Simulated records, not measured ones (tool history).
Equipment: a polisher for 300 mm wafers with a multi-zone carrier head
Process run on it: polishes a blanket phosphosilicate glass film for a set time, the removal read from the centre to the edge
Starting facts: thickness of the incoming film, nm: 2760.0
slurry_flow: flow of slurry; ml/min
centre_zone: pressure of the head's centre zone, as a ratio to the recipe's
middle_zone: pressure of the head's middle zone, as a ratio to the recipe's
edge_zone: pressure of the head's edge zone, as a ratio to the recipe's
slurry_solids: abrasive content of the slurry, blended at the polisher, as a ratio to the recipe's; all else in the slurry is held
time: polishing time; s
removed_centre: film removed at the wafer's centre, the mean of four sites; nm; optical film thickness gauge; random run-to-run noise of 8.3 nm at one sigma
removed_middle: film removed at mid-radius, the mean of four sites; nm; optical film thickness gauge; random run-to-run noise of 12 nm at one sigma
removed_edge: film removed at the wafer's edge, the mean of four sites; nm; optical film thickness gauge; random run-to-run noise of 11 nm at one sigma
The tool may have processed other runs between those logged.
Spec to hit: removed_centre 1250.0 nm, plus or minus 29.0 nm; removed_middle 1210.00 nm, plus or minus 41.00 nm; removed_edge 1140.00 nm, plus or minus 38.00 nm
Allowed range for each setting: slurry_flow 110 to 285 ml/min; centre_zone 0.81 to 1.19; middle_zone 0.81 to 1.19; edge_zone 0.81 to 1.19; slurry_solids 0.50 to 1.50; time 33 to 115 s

run  hour  slurry_flow  centre_zone  middle_zone  edge_zone  slurry_solids  time  removed_centre  removed_middle  removed_edge
  1   0.0          180         1.00         1.00       1.00           1.00    73          1001.4          995.87       1003.80
  2   1.1          180         1.00         1.05       1.00           1.00    73          1019.0         1041.20        976.78
  3   2.7          180         1.00         1.05       1.08           1.00    73          1017.0         1034.00       1030.40
  4   6.7          205         1.03         1.08       1.11           1.00    73          1047.5         1091.60       1045.40
  5  14.7          215         1.07         1.09       1.13           1.05    73          1118.3         1114.30       1081.00
  6  18.3          225         1.09         1.10       1.14           1.05    73          1153.2         1129.30       1076.40
  7  19.3          235         1.10         1.11       1.15           1.05    73          1171.3         1151.30       1086.70
  8  28.1          245         1.11         1.11       1.16           1.05    73          1189.1         1139.60       1100.80
  9  36.8          250         1.12         1.12       1.17           1.05    73          1190.8         1148.80       1105.30
 10  43.1          255         1.13         1.13       1.18           1.05    73          1204.6         1176.40       1110.40

Exercise: of the 5 proposed moves below, exactly one satisfies all targets within the stated allowed misses. Which move is it?
  A  49.4          250         1.05         1.17       1.19           0.85    83               ?               ?             ?
  B  49.4          285         1.15         1.15       1.19           1.05    74               ?               ?             ?
  C  49.4          255         1.11         1.09       1.19           1.05    72               ?               ?             ?
  D  49.4          220         1.11         1.19       1.19           1.15    73               ?               ?             ?
  E  49.4          210         1.11         1.19       1.19           0.85    79               ?               ?             ?

move  removed_centre  removed_middle  removed_edge
   A          1190.7         1300.30       1186.70
   B          1254.9         1230.00       1137.00
   C          1165.1         1132.10       1099.10
   D          1196.5         1254.80       1132.00
   E          1177.4         1235.40       1115.70
A: lands further from the targets than the last run did
B: meets every target
C: lands further from the targets than the last run did
D: lands further from the targets than the last run did
E: lands further from the targets than the last run did
The right move is B.
